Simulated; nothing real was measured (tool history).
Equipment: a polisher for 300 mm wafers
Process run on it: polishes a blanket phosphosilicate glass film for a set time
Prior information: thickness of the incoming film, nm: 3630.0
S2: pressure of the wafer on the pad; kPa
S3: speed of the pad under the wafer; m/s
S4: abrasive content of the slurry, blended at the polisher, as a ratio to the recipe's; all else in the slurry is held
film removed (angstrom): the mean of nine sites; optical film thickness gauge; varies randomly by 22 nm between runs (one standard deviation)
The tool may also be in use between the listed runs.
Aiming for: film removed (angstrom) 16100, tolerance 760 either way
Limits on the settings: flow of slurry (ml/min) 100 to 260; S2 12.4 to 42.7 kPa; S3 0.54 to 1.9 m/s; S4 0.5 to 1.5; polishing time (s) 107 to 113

run 1 day=0 | flow_of_slurry_(ml/min)=165 S2=27.6 S3=1.22 S4=1 polishing_time_(s)=107 | film_removed_(angstrom)=10860
run 2 day=0.046 | flow_of_slurry_(ml/min)=165 S2=27.6 S3=1.22 S4=0.85 polishing_time_(s)=107 | film_removed_(angstrom)=10013
run 3 day=0.096 | flow_of_slurry_(ml/min)=165 S2=30.3 S3=1.24 S4=0.85 polishing_time_(s)=107 | film_removed_(angstrom)=11186
run 4 day=0.312 | flow_of_slurry_(ml/min)=165 S2=25.5 S3=1.24 S4=0.85 polishing_time_(s)=107 | film_removed_(angstrom)=9481
run 5 day=0.538 | flow_of_slurry_(ml/min)=165 S2=28.3 S3=1.26 S4=0.85 polishing_time_(s)=107 | film_removed_(angstrom)=10649
run 6 day=0.679 | flow_of_slurry_(ml/min)=165 S2=30.3 S3=1.26 S4=0.85 polishing_time_(s)=107 | film_removed_(angstrom)=11511
run 7 day=0.912 | flow_of_slurry_(ml/min)=165 S2=32.4 S3=1.26 S4=0.85 polishing_time_(s)=107 | film_removed_(angstrom)=12054
run 8 day=1.233 | flow_of_slurry_(ml/min)=165 S2=34.5 S3=1.26 S4=0.85 polishing_time_(s)=107 | film_removed_(angstrom)=12688
run 9 day=1.592 | flow_of_slurry_(ml/min)=165 S2=35.9 S3=1.26 S4=0.85 polishing_time_(s)=107 | film_removed_(angstrom)=13339
run 10 day=1.796 | flow_of_slurry_(ml/min)=165 S2=37.2 S3=1.26 S4=0.85 polishing_time_(s)=107 | film_removed_(angstrom)=13841
run 11 day=2.096 | flow_of_slurry_(ml/min)=165 S2=37.9 S3=1.26 S4=0.85 polishing_time_(s)=107 | film_removed_(angstrom)=14206
run 12 day=2.25 | flow_of_slurry_(ml/min)=165 S2=37.9 S3=1.26 S4=0.85 polishing_time_(s)=107 | film_removed_(angstrom)=14003
run 13 day=2.521 | flow_of_slurry_(ml/min)=165 S2=38.6 S3=1.26 S4=0.85 polishing_time_(s)=107 | film_removed_(angstrom)=14755
run 14 day=2.762 | flow_of_slurry_(ml/min)=170 S2=40.7 S3=1.26 S4=0.85 polishing_time_(s)=107 | film_removed_(angstrom)=15172

Exercise: of the 5 proposed moves below, exactly one satisfies all targets within the stated allowed misses. Which move is it?
run A day=3.004 | flow_of_slurry_(ml/min)=125 S2=40 S3=1.22 S4=0.85 polishing_time_(s)=107 | film_removed_(angstrom)=?
run B day=3.004 | flow_of_slurry_(ml/min)=175 S2=38.6 S3=1.26 S4=0.85 polishing_time_(s)=107 | film_removed_(angstrom)=?
run C day=3.004 | flow_of_slurry_(ml/min)=155 S2=35.9 S3=1.5 S4=0.85 polishing_time_(s)=113 | film_removed_(angstrom)=?
run D day=3.004 | flow_of_slurry_(ml/min)=170 S2=40 S3=1.14 S4=0.8 polishing_time_(s)=107 | film_removed_(angstrom)=?
run E day=3.004 | flow_of_slurry_(ml/min)=170 S2=41.4 S3=1.1 S4=0.85 polishing_time_(s)=107 | film_removed_(angstrom)=?

move=A film_removed_(angstrom)=14206
move=B film_removed_(angstrom)=14757
move=C film_removed_(angstrom)=16066
move=D film_removed_(angstrom)=13713
move=E film_removed_(angstrom)=14355
A: further off than the last run
B: further off than the last run
C: meets every target
D: further off than the last run
E: further off than the last run
The move that meets every target is C.
